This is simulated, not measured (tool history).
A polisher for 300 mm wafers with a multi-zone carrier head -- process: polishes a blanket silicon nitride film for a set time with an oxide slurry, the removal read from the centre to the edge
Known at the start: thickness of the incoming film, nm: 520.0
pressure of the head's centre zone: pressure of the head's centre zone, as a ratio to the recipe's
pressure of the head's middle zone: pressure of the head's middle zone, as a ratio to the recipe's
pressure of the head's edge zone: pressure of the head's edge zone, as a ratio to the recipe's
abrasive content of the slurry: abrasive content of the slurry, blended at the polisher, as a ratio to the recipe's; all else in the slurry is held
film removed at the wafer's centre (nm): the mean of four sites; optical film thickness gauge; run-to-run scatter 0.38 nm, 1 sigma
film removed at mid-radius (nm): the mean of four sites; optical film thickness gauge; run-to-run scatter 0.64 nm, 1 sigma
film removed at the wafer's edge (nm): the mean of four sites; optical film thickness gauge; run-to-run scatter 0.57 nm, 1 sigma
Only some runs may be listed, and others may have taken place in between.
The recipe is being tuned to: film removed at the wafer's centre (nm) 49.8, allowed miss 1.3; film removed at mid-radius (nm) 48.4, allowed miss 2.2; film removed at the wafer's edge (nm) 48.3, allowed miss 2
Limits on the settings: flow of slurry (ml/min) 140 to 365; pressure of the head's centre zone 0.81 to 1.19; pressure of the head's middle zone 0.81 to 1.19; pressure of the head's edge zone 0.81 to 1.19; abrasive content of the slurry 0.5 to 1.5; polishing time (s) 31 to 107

run  hour  flow of slurry (ml/min)  pressure of the head's centre zone  pressure of the head's middle zone  pressure of the head's edge zone  abrasive content of the slurry  polishing time (s)  film removed at the wafer's centre (nm)  film removed at mid-radius (nm)  film removed at the wafer's edge (nm)
  1     0                      235                                   1                                   1                                 1                               1                  69                                   36.532                           37.576                                 38.506
  2   0.9                      215                                   1                                   1                                 1                               1                  69                                   36.555                           37.405                                 37.982
  3   8.4                      190                                   1                                   1                                 1                               1                  69                                   35.977                           35.529                                 37.976
  4    12                      195                                1.02                                1.01                              1.02                            1.05                  69                                   37.348                           37.722                                  39.58
     17.7  -- worn pad replaced by a new one
  5  17.7                      200                                1.04                                1.01                              1.03                             1.1                  69                                   43.123                           41.808                                 43.177
  6  20.3                      210                                1.04                                1.01                              1.04                             1.1                  69                                   43.221                           42.483                                 43.823
  7  28.8                      220                                1.04                                1.01                              1.04                             1.1                  69                                   43.732                           42.321                                   44.2
  8  32.4                      230                                1.04                                1.01                              1.04                             1.1                  69                                   44.026                           42.221                                 45.978
  9  41.1                      235                                1.05                                1.02                              1.03                             1.1                  69                                   44.724                           41.604                                 43.508
 10  42.2                      240                                1.05                                1.03                              1.04                             1.1                  69                                    44.72                           42.979                                 45.349
 11  49.8                      250                                1.05                                1.04                              1.04                             1.1                  69                                   44.326                           43.701                                 45.505
 12  56.1                      275                                1.14                                1.11                              1.08                             1.2                  69                                   51.681                           49.691                                 49.116
 13  61.8                      270                                1.14                                1.11                              1.08                             1.2                  69                                   51.544                           48.814                                  48.15

Exercise: of the 4 proposed moves below, exactly one satisfies all targets within the stated allowed misses. Which move is it?
  A  67.5                      305                                1.09                                1.07                              1.06                            1.15                  70                                        ?                                ?                                      ?
  B  67.5                      225                                1.19                                1.07                              1.12                             1.3                  67                                        ?                                ?                                      ?
  C  67.5                      260                                1.16                                1.01                              1.07                             1.3                  67                                        ?                                ?                                      ?
  D  67.5                      325                                1.17                                1.07                                 1                             1.3                  68                                        ?                                ?                                      ?

move  film removed at the wafer's centre (nm)  film removed at mid-radius (nm)  film removed at the wafer's edge (nm)
   A                                   49.738                            48.23                                 48.214
   B                                   53.282                           47.452                                 49.238
   C                                   53.016                           46.063                                 48.851
   D                                   55.745                           50.286                                 48.802
A: every result lands within tolerance
B: moves away from the targets compared with the last run
C: moves away from the targets compared with the last run
D: moves away from the targets compared with the last run
Correct choice: A, which meets every target

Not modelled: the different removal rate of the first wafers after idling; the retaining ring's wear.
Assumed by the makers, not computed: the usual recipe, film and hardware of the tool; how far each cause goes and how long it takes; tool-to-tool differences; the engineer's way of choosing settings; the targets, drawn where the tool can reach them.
